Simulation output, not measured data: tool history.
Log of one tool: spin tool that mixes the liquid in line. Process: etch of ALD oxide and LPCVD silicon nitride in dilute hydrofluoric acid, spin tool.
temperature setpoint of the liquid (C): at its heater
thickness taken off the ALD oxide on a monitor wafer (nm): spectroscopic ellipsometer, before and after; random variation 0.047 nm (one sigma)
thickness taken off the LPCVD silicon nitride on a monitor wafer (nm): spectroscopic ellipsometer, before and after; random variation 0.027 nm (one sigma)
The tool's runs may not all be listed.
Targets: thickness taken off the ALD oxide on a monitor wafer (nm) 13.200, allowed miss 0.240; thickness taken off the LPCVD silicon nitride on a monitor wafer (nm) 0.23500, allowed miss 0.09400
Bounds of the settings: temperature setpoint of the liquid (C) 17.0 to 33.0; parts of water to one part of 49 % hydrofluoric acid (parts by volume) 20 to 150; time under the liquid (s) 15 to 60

run  hour  temperature setpoint of the liquid (C)  parts of water to one part of 49 % hydrofluoric acid (parts by volume)  time under the liquid (s)  thickness taken off the ALD oxide on a monitor wafer (nm)  thickness taken off the LPCVD silicon nitride on a monitor wafer (nm)
  1   0.0                                    25.0                                                                      85                         30                                                     10.747                                                                0.20087
  2   8.6                                    26.5                                                                      85                         30                                                     11.345                                                                0.24338
  3  14.1                                    26.5                                                                      60                         30                                                     16.782                                                                0.30670
  4  17.8                                    25.0                                                                      60                         30                                                     15.836                                                                0.33226
  5  21.7                                    25.0                                                                      60                         40                                                     20.986                                                                0.45327
  6  28.1                                    25.0                                                                      80                         40                                                     15.425                                                                0.22381
  7  32.9                                    24.0                                                                      80                         40                                                     14.772                                                                0.28889
  8  39.2                                    23.5                                                                      80                         40                                                     14.530                                                                0.27541
  9  41.4                                    23.0                                                                      80                         40                                                     14.210                                                                0.23761
 10  44.9                                    22.5                                                                      80                         40                                                     13.955                                                                0.25745
 11  49.3                                    22.0                                                                      80                         40                                                     13.634                                                                0.19909

5 next moves are on the table. One of them brings every result within its allowed miss. Which?
  A  53.7                                    23.0                                                                      85                         40                                                          ?                                                                      ?
  B  53.7                                    23.0                                                                      80                         40                                                          ?                                                                      ?
  C  53.7                                    20.5                                                                      80                         45                                                          ?                                                                      ?
  D  53.7                                    19.5                                                                      70                         40                                                          ?                                                                      ?
  E  53.7                                    24.0                                                                      75                         35                                                          ?                                                                      ?

move  thickness taken off the ALD oxide on a monitor wafer (nm)  thickness taken off the LPCVD silicon nitride on a monitor wafer (nm)
   A                                                     13.295                                                                0.27834
   B                                                     14.213                                                                0.29543
   C                                                     14.432                                                                0.28062
   D                                                     14.225                                                                0.26527
   E                                                     13.900                                                                0.29448
A: meets every target
B: further off than the last run
C: further off than the last run
D: further off than the last run
E: further off than the last run
Move A is the one to make.
